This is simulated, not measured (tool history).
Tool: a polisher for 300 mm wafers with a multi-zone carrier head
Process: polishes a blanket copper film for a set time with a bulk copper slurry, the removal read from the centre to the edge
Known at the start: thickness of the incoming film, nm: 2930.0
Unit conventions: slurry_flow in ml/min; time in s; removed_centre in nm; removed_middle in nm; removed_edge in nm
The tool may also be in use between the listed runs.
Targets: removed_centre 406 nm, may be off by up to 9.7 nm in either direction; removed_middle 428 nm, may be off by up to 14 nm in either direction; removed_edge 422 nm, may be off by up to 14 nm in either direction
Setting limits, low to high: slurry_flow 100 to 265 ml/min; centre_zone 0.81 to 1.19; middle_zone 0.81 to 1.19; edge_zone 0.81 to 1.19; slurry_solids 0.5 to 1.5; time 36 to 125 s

run    day  slurry_flow  centre_zone  middle_zone  edge_zone  slurry_solids  time  removed_centre  removed_middle  removed_edge
  1      0          170            1            1          1              1    80          688.76          707.69        707.56
  2  0.175          210            1            1          1              1    80          731.07          742.87        725.12
  3    0.3          210         1.04            1          1              1    80          759.61          753.49        734.61
  4  0.471          210         1.04            1       1.03              1    80          762.64          746.28         746.7
  5   0.75          205         1.02         0.98          1           0.95    77          702.66          685.42        680.41
  6  1.112          205         1.02         0.98       1.04           0.95    77          709.82          690.46        710.59
  7  1.188          205         1.02         0.98       1.04           0.95    77          703.89          693.27        710.12
  8  1.521          195         0.99         0.97       1.01            0.9    75          648.99          651.27         665.8
  9  1.825          195         0.99         0.97       1.01            0.9    75          647.72          650.19        658.97
 10  2.133          190         0.97         0.95       0.98           0.85    73          605.64          614.12        633.09
 11  2.321          170         0.96         0.97       0.88            0.6    51          373.81          397.06        377.47
 12  2.688          175         0.96         0.97       0.89            0.6    51          381.25          397.24        381.44
 13  2.979          180         0.96         0.97        0.9            0.6    51          384.89          409.28        394.42
 14  3.192          185         0.96         0.97        0.9            0.6    51          390.52          401.23        388.05

Next run, 4 choices. One meets every target within its allowed miss, the rest don't. Which?
  A  3.404          165         0.91         0.96       0.88           0.55    56               ?               ?             ?
  B  3.404          215         0.93         0.86        1.1            0.5    54               ?               ?             ?
  C  3.404          175         0.97            1       0.97            0.7    52               ?               ?             ?
  D  3.404          235         1.06         1.07       0.84            0.6    43               ?               ?             ?

move  removed_centre  removed_middle  removed_edge
   A          386.29          423.05        404.53
   B          404.95          398.66        447.88
   C          409.91          431.61        417.36
   D          390.43          390.12        329.15
A: nearer the targets than the last run, but a result is still out of spec
B: moves the result that the last run missed by most past its target, out the other side
C: each result inside its tolerance
D: further off than the last run
Move C is the one to make.
